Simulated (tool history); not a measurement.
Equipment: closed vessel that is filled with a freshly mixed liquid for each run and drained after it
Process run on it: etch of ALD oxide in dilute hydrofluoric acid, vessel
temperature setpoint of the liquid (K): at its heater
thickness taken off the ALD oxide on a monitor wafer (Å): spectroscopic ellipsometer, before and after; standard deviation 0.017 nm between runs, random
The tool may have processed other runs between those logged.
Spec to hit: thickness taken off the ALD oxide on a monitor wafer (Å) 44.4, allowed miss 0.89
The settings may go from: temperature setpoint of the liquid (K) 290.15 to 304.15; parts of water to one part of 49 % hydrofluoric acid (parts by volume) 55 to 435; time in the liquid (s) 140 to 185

run  hour  temperature setpoint of the liquid (K)  parts of water to one part of 49 % hydrofluoric acid (parts by volume)  time in the liquid (s)  thickness taken off the ALD oxide on a monitor wafer (Å)
  1     0                                  296.15                                                                     245                     185                                                    83.963
  2   2.1                                  296.15                                                                     245                     140                                                    63.245
  3   8.7                                  294.65                                                                     255                     140                                                    57.113
  4  16.1                                  293.15                                                                     255                     140                                                    54.127
  5  18.9                                  295.65                                                                     255                     140                                                    59.468
  6    21                                  295.65                                                                     170                     140                                                    96.335
  7  29.7                                  294.15                                                                     200                     140                                                    75.669
  8  31.1                                  290.15                                                                     280                     140                                                    43.014

5 next moves are on the table. One of them brings every result within its allowed miss. Which?
  A  32.5                                  290.15                                                                     290                     150                                                         ?
  B  32.5                                  291.15                                                                     295                     140                                                         ?
  C  32.5                                  290.15                                                                     340                     175                                                         ?
  D  32.5                                  290.65                                                                     310                     155                                                         ?
  E  32.5                                  290.15                                                                     300                     140                                                         ?

move  thickness taken off the ALD oxide on a monitor wafer (Å)
   A                                                    44.006
   B                                                    41.754
   C                                                     42.02
   D                                                    42.628
   E                                                    39.372
A: hits every target within its allowed miss
B: misses by more than the last run did
C: misses by more than the last run did
D: misses by more than the last run did
E: misses by more than the last run did
So the answer is move A, the one that meets all the targets.
